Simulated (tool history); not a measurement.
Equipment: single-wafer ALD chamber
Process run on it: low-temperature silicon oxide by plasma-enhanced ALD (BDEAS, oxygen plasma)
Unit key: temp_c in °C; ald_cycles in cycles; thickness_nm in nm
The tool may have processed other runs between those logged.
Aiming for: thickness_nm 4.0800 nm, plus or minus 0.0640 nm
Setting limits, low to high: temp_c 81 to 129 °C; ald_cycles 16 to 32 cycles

run	day	temp_c	ald_cycles	thickness_nm
1	0.000	105	24	3.7537
2	0.283	95	24	3.8955
3	0.462	95	27	4.3861
4	0.642	97	27	4.3203
5	0.746	98	27	4.3322
6	1.088	88	27	4.4650
7	1.454	90	27	4.4319
8	1.808	92	27	4.4361
9	2.162	94	27	4.4218
10	2.475	96	27	4.3479
11	2.588	97	27	4.3434
12	2.633	97	27	4.3787
13	2.988	99	27	4.3148
14	3.021	100	27	4.3109
15	3.362	101	27	4.2856
16	3.521	102	27	4.2590
17	3.683	103	27	4.2441
18	3.825	104	27	4.2738
19	3.975	104	27	4.2456
20	4.104	105	27	4.2131
21	4.233	105	27	4.2420
22	4.546	106	27	4.2538
23	4.625	107	27	4.2254
24	4.650	107	27	4.2160
25	4.771	108	27	4.2215
26	4.908	109	27	4.2039
27	5.033	110	27	4.2236
28	5.154	111	27	4.1570
29	5.521	113	27	4.1561

Exactly one of the 5 candidate moves below puts every result within its allowed miss. Which one?
A	5.888	94	25	?
B	5.888	109	27	?
C	5.888	124	28	?
D	5.888	110	27	?
E	5.888	107	25	?

move	thickness_nm
A	4.0783
B	4.2138
C	4.2326
D	4.2050
E	3.9180
A: each result inside its tolerance
B: the biggest miss grows against the last run
C: the biggest miss grows against the last run
D: the biggest miss grows against the last run
E: moves the result that the last run missed by most past its target, out the other side
The right move is A.

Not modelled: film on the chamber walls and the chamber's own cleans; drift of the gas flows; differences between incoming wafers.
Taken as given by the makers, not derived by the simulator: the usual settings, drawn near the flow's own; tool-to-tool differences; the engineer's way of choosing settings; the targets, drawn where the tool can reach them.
